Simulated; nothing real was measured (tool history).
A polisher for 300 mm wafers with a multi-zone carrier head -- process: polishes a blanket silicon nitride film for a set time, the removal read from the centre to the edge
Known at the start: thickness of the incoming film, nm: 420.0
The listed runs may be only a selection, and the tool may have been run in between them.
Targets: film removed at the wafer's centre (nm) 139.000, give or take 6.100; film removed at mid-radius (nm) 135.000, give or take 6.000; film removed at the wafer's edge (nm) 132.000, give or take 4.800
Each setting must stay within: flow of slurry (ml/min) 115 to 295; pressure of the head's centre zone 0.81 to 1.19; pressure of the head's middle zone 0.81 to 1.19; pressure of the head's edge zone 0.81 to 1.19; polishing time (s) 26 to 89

run	hour	flow of slurry (ml/min)	pressure of the head's centre zone	pressure of the head's middle zone	pressure of the head's edge zone	polishing time (s)	film removed at the wafer's centre (nm)	film removed at mid-radius (nm)	film removed at the wafer's edge (nm)
1	0.0	190	1.00	1.00	1.00	57	88.921	91.555	89.679
2	6.4	200	1.03	1.02	1.03	63	104.810	102.300	101.430
3	9.0	200	0.97	1.02	1.03	63	99.435	103.540	104.330
4	10.7	215	1.00	1.05	1.06	66	107.660	112.790	110.200
5	18.3	215	0.94	1.05	1.06	66	99.188	112.460	110.300
6	24.5	260	0.94	1.05	1.06	66	106.940	114.000	110.300
7	28.5	260	0.97	1.05	1.07	69	113.120	118.640	118.320
8	31.5	290	1.07	1.11	1.03	75	137.150	136.960	127.370
9	33.4	290	1.07	1.10	1.04	75	138.050	139.220	126.490

Exactly one of the 5 candidate moves below puts every result within its allowed miss. Which one?
A	35.3	290	1.06	1.03	1.05	78	?	?	?
B	35.3	295	1.08	1.19	0.93	75	?	?	?
C	35.3	295	1.08	1.18	1.12	75	?	?	?
D	35.3	255	1.11	1.06	0.98	76	?	?	?
E	35.3	295	1.09	1.19	1.07	74	?	?	?

move	film removed at the wafer's centre (nm)	film removed at mid-radius (nm)	film removed at the wafer's edge (nm)
A	139.400	137.760	132.460
B	136.990	150.170	120.050
C	136.980	149.030	131.460
D	140.250	135.740	123.540
E	136.420	148.130	126.740
A: in spec on every target
B: moves away from the targets compared with the last run
C: puts the biggest miss on target and leaves a different result outside tolerance
D: moves away from the targets compared with the last run
E: moves away from the targets compared with the last run
A is the move that brings every result within its allowed miss.
